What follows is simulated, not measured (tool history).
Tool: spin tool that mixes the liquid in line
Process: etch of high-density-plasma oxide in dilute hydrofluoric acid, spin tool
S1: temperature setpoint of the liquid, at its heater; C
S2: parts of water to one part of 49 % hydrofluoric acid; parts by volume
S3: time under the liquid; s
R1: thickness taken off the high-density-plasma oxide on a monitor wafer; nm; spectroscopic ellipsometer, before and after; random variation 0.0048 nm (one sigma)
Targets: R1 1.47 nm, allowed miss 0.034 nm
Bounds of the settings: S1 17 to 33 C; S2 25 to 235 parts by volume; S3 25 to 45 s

run,hour,S1,S2,S3,R1
1,0,25,130,45,1.9478
2,1,22,130,45,1.7435
3,2.1,25.5,130,45,1.9844
4,6.7,23.5,130,45,1.8404
5,8,22,130,45,1.7277
6,10.6,21,130,45,1.6767
7,18.1,20,130,45,1.6153
8,19.9,17,130,45,1.4296

Which of these 4 next moves meets every target?
A,21.7,17.5,130,45,?
B,21.7,18,125,40,?
C,21.7,17,135,45,?
D,21.7,19,85,25,?

move,R1
A,1.4613
B,1.3859
C,1.3718
D,1.3875
A: meets every target
B: further off than the last run
C: further off than the last run
D: further off than the last run
Answer: A
